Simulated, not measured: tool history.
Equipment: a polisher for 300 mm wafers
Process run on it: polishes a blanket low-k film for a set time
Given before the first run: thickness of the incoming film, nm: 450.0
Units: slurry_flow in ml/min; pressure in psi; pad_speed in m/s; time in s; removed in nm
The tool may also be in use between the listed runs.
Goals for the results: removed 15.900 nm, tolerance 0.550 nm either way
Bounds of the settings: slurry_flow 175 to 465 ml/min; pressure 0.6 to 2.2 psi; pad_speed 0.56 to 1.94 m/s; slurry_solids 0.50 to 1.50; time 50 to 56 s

run    day  slurry_flow  pressure  pad_speed  slurry_solids  time  removed
  1  0.000          295       1.4       1.24           1.00    56   18.624
  2  0.162          295       1.4       1.24           0.90    56   17.356
  3  0.429          340       1.4       1.24           0.90    56   17.631
  4  0.529          340       1.4       1.00           0.90    56   15.127
  5  0.792          340       1.4       0.84           0.90    56   13.385
  6  1.167          340       1.5       0.84           0.90    56   14.033
  7  1.325          340       1.6       0.84           0.90    56   14.809
  8  1.383          340       1.6       0.84           0.90    56   14.861

Exercise: of the 4 proposed moves below, exactly one satisfies all targets within the stated allowed misses. Which move is it?
  A  1.442          355       1.6       0.80           1.05    52        ?
  B  1.442          360       1.5       0.94           0.85    50        ?
  C  1.442          315       2.2       0.72           0.95    56        ?
  D  1.442          435       1.5       0.80           1.35    52        ?

move  removed
   A   14.445
   B   13.030
   C   17.584
   D   15.718
A: moves away from the targets compared with the last run
B: moves away from the targets compared with the last run
C: carries the result that was furthest off beyond its target, to the other side
D: every result within its allowed miss
Answer: D
